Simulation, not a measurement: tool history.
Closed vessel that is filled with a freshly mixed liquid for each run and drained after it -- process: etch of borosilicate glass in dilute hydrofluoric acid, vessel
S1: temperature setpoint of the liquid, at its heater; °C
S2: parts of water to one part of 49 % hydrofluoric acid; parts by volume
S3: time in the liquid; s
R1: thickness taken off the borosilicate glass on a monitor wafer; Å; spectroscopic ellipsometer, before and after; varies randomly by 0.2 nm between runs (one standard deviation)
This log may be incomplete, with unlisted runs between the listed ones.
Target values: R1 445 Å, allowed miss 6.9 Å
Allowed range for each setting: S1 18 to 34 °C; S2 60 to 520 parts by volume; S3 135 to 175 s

{"run": 1, "hour": 0.0, "S1": 26, "S2": 290, "S3": 175, "R1": 230.41}
{"run": 2, "hour": 7.7, "S1": 28.5, "S2": 260, "S3": 175, "R1": 289.69}
{"run": 3, "hour": 13.3, "S1": 28.5, "S2": 260, "S3": 175, "R1": 291.9}
{"run": 4, "hour": 18.1, "S1": 31.5, "S2": 260, "S3": 175, "R1": 321.89}
{"run": 5, "hour": 19.8, "S1": 31.5, "S2": 260, "S3": 135, "R1": 247.21}
{"run": 6, "hour": 25.2, "S1": 32, "S2": 220, "S3": 135, "R1": 310.29}
{"run": 7, "hour": 29.4, "S1": 34, "S2": 150, "S3": 135, "R1": 532.3}
{"run": 8, "hour": 35.8, "S1": 32, "S2": 150, "S3": 135, "R1": 498.25}
{"run": 9, "hour": 43.6, "S1": 30.5, "S2": 150, "S3": 135, "R1": 472.57}
{"run": 10, "hour": 50.0, "S1": 29.5, "S2": 150, "S3": 135, "R1": 456.92}

Which single option among these 5 for the next run brings every result within its allowed miss of target? Just one does.
{"run": "A", "hour": 56.4, "S1": 25.5, "S2": 130, "S3": 135, "R1": "?"}
{"run": "B", "hour": 56.4, "S1": 33.5, "S2": 205, "S3": 175, "R1": "?"}
{"run": "C", "hour": 56.4, "S1": 29, "S2": 145, "S3": 135, "R1": "?"}
{"run": "D", "hour": 56.4, "S1": 24.5, "S2": 155, "S3": 165, "R1": "?"}
{"run": "E", "hour": 56.4, "S1": 28.5, "S2": 180, "S3": 175, "R1": "?"}

move=A R1=470.69
move=B R1=468
move=C R1=471.96
move=D R1=450.97
move=E R1=463.26
A: its largest miss is bigger than the last run's
B: its largest miss is bigger than the last run's
C: its largest miss is bigger than the last run's
D: every result lands within tolerance
E: its largest miss is bigger than the last run's
Move D is the one to make.

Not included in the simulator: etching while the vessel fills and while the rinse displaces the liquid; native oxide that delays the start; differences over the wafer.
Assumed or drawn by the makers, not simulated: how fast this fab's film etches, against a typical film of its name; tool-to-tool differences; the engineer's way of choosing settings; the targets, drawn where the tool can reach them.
